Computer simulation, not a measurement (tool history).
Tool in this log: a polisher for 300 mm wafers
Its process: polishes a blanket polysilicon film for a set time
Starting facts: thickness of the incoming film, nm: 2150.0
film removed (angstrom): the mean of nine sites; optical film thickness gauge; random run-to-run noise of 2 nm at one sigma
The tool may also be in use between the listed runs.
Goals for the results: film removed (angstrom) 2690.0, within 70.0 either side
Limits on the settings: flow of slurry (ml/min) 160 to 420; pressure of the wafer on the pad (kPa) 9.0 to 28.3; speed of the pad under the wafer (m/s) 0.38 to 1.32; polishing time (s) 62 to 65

run  hour  flow of slurry (ml/min)  pressure of the wafer on the pad (kPa)  speed of the pad under the wafer (m/s)  polishing time (s)  film removed (angstrom)
  1   0.0                      270                                    18.6                                    0.84                  62                   4488.5
  2   0.8                      335                                    18.6                                    0.84                  62                   4504.7
  3   4.1                      335                                    15.9                                    0.84                  62                   3928.2
  4   9.2                      335                                    13.8                                    0.84                  62                   3399.2
  5  14.5                      335                                    12.4                                    0.84                  62                   3047.3
  6  16.9                      335                                    12.4                                    1.00                  62                   3595.2
  7  21.5                      330                                    11.7                                    0.98                  62                   3430.5
  8  30.3                      330                                    11.0                                    0.96                  62                   3113.2
  9  34.6                      310                                    10.3                                    0.96                  62                   2925.6
 10  43.3                      310                                    10.3                                    0.96                  62                   2885.0
 11  50.0                      295                                    10.3                                    0.96                  62                   2955.8

Exactly one of the 4 candidate moves below puts every result within its allowed miss. Which one?
  A  56.7                      295                                    10.3                                    0.84                  65                        ?
  B  56.7                      290                                     9.0                                    0.92                  65                        ?
  C  56.7                      305                                    11.0                                    0.94                  65                        ?
  D  56.7                      280                                    11.0                                    1.00                  64                        ?

move  film removed (angstrom)
   A                   2660.3
   B                   2534.9
   C                   3164.7
   D                   3282.8
A: meets every target
B: takes the biggest miss from the last run beyond its target
C: moves away from the targets compared with the last run
D: moves away from the targets compared with the last run
A meets every target.
